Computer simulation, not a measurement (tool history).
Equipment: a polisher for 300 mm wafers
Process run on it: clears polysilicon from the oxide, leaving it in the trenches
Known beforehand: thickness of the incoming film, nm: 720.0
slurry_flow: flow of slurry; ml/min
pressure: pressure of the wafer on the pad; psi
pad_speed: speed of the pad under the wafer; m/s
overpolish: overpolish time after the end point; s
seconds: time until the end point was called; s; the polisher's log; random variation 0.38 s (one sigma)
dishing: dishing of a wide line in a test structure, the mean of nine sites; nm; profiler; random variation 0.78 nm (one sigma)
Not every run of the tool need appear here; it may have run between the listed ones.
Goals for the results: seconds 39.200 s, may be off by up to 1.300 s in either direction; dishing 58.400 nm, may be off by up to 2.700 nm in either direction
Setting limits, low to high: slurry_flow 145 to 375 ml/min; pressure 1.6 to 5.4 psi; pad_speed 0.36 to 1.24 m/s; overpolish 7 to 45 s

run 1 hour=0.0 | slurry_flow=240 pressure=3.5 pad_speed=0.80 overpolish=23 | seconds=49.874 dishing=67.247
run 2 hour=8.7 | slurry_flow=240 pressure=2.9 pad_speed=0.80 overpolish=23 | seconds=59.187 dishing=68.966
run 3 hour=10.7 | slurry_flow=240 pressure=3.5 pad_speed=0.76 overpolish=19 | seconds=54.009 dishing=68.010
run 4 hour=16.5 | slurry_flow=215 pressure=3.9 pad_speed=0.74 overpolish=23 | seconds=50.724 dishing=69.554
run 5 hour=19.9 | slurry_flow=255 pressure=4.0 pad_speed=0.76 overpolish=19 | seconds=48.463 dishing=67.071
run 6 hour=21.1 | slurry_flow=255 pressure=4.0 pad_speed=0.76 overpolish=28 | seconds=48.069 dishing=68.314
run 7 hour=22.2 | slurry_flow=255 pressure=4.0 pad_speed=0.76 overpolish=28 | seconds=47.768 dishing=68.646
run 8 hour=27.9 | slurry_flow=265 pressure=4.8 pad_speed=0.76 overpolish=17 | seconds=41.005 dishing=67.881
run 9 hour=33.7 | slurry_flow=295 pressure=4.8 pad_speed=0.78 overpolish=14 | seconds=39.987 dishing=67.155
run 10 hour=39.0 | slurry_flow=315 pressure=4.8 pad_speed=0.78 overpolish=12 | seconds=39.136 dishing=67.023
run 11 hour=45.9 | slurry_flow=330 pressure=4.7 pad_speed=0.78 overpolish=11 | seconds=40.044 dishing=64.839
run 12 hour=49.3 | slurry_flow=340 pressure=4.6 pad_speed=0.80 overpolish=10 | seconds=39.442 dishing=64.155
run 13 hour=52.7 | slurry_flow=350 pressure=4.4 pad_speed=0.82 overpolish=9 | seconds=40.083 dishing=62.575
run 14 hour=56.9 | slurry_flow=355 pressure=4.2 pad_speed=0.84 overpolish=8 | seconds=40.771 dishing=60.179
run 15 hour=61.4 | slurry_flow=355 pressure=4.2 pad_speed=0.84 overpolish=8 | seconds=41.165 dishing=61.443
run 16 hour=69.7 | slurry_flow=360 pressure=4.1 pad_speed=0.86 overpolish=8 | seconds=40.614 dishing=61.180

Which single option among these 5 for the next run brings every result within its allowed miss of target? Just one does.
run A hour=78.0 | slurry_flow=340 pressure=4.7 pad_speed=0.80 overpolish=12 | seconds=? dishing=?
run B hour=78.0 | slurry_flow=320 pressure=4.3 pad_speed=0.88 overpolish=11 | seconds=? dishing=?
run C hour=78.0 | slurry_flow=365 pressure=3.8 pad_speed=0.96 overpolish=7 | seconds=? dishing=?
run D hour=78.0 | slurry_flow=175 pressure=5.2 pad_speed=0.72 overpolish=36 | seconds=? dishing=?
run E hour=78.0 | slurry_flow=375 pressure=4.6 pad_speed=0.80 overpolish=11 | seconds=? dishing=?

move=A seconds=39.341 dishing=66.674
move=B seconds=38.824 dishing=66.000
move=C seconds=39.124 dishing=59.246
move=D seconds=42.532 dishing=69.213
move=E seconds=39.785 dishing=65.753
A: brings the result that was furthest off to its target, and leaves another outside
B: brings the result that was furthest off to its target, and leaves another outside
C: in spec on every target
D: further off than the last run
E: brings the result that was furthest off to its target, and leaves another outside
Go with C: it meets all targets.
